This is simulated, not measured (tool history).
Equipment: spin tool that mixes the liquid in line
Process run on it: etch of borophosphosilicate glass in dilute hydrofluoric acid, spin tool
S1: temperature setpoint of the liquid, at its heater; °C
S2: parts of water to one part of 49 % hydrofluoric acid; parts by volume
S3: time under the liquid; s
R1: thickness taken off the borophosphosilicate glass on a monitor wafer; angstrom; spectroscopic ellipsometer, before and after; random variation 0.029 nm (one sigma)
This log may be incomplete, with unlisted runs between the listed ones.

| run | hour | S1 | S2 | S3 | R1 |
|---|---|---|---|---|---|
| 1 | 0.0 | 23.0 | 300 | 45 | 66.854 |
| 2 | 6.9 | 21.0 | 335 | 45 | 53.645 |
| 3 | 8.5 | 21.0 | 335 | 45 | 53.228 |
| 4 | 14.4 | 21.0 | 405 | 45 | 41.795 |
| 5 | 19.6 | 21.0 | 320 | 45 | 56.675 |
| 6 | 21.8 | 21.0 | 370 | 45 | 47.640 |
| 7 | 23.5 | 19.5 | 385 | 45 | 43.071 |

Run 8 comes next. What will it give?
| 8 | 26.2 | 19.0 | 395 | 45 | ? |

{"run 8": {"R1": 39.822}}

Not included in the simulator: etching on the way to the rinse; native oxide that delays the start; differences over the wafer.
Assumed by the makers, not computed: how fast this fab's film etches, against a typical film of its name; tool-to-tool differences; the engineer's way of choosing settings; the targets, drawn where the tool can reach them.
